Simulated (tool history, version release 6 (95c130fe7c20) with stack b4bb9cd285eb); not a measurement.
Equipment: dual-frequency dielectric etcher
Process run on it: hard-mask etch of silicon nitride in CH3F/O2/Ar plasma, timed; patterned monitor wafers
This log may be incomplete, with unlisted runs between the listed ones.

run,hour,source power (kW),bias power (kW),etch time (s),mean etch depth across the wafer (Å)
1,0,0.36,0.095,256.5,1984.9
2,5.1,0.36,0.08,256.5,1823.3
3,11.4,0.37,0.083,257,1880.1
4,18.7,0.37,0.094,257,2008.1
5,19.9,0.34,0.094,257,1935.4
6,26,0.29,0.094,257,1829.5
7,34.8,0.31,0.095,257,1889.5
8,43.5,0.33,0.096,257,1939.4
9,49.8,0.35,0.097,257,1992.5

Run 10 is up next; what results do you expect?
10,55.7,0.42,0.105,258,?

{"run 10": {"mean etch depth across the wafer (Å)": 2230.7}}
